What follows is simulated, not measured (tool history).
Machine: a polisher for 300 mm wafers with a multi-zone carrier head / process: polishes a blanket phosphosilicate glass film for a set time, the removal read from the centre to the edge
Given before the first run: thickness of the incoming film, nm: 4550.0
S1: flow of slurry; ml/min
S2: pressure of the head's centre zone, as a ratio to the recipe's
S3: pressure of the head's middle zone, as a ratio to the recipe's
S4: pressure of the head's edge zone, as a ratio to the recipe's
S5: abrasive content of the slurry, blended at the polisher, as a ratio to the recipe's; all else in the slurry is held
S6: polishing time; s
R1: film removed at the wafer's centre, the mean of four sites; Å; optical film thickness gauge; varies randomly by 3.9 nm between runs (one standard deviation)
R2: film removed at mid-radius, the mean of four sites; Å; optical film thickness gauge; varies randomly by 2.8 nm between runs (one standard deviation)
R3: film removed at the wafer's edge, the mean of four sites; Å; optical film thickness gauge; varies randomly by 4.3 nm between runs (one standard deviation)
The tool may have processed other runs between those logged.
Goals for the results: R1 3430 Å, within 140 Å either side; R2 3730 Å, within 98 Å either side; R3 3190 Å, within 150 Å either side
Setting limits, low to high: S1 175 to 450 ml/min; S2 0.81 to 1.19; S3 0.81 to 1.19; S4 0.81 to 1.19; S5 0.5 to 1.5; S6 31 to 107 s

run  hour   S1    S2    S3    S4    S5  S6      R1      R2      R3
  1     0  290     1     1     1     1  69  5893.5  5770.4    5827
  2   4.4  290     1     1  0.93     1  69  5863.3  5696.7  5542.4
  3  10.8  295  0.98  1.02   0.9  0.85  63  4844.4  5007.8  4633.9
  4  11.4  335  0.98  1.02   0.9  0.85  63  4980.3  5043.4  4668.8
  5  15.3  295  0.98  1.02   0.9  0.85  63  4848.5    5026  4712.1
  6  22.8  260  0.98  1.02   0.9  0.85  63    4787  4854.5  4723.4
  7  31.3  310  0.96  1.01  0.87  0.75  59  4248.5  4420.3  4158.8
  8  39.7  340  0.96  1.02  0.85  0.65  56  3727.4  3917.4  3641.2
  9  41.8  350  0.97  1.04  0.84   0.6  56  3694.3  3853.8  3487.8

Exactly one of the 4 candidate moves below puts every result within its allowed miss. Which one?
  A  43.9  390  1.07  0.98   0.9  0.85  47   ?   ?   ?
  B  43.9  360  0.99   1.1  0.84   0.5  57   ?   ?   ?
  C  43.9  440  0.95  1.06   0.9   0.6  56   ?   ?   ?
  D  43.9  300  1.06  0.93  0.84  0.65  56   ?   ?   ?

move      R1      R2      R3
   A  4052.7  3734.3  3648.4
   B  3434.8  3776.5  3242.6
   C  3633.3  4030.2  3671.3
   D  4089.9  3651.1  3635.8
A: its largest miss is bigger than the last run's
B: in spec on every target
C: its largest miss is bigger than the last run's
D: its largest miss is bigger than the last run's
The right move is B.
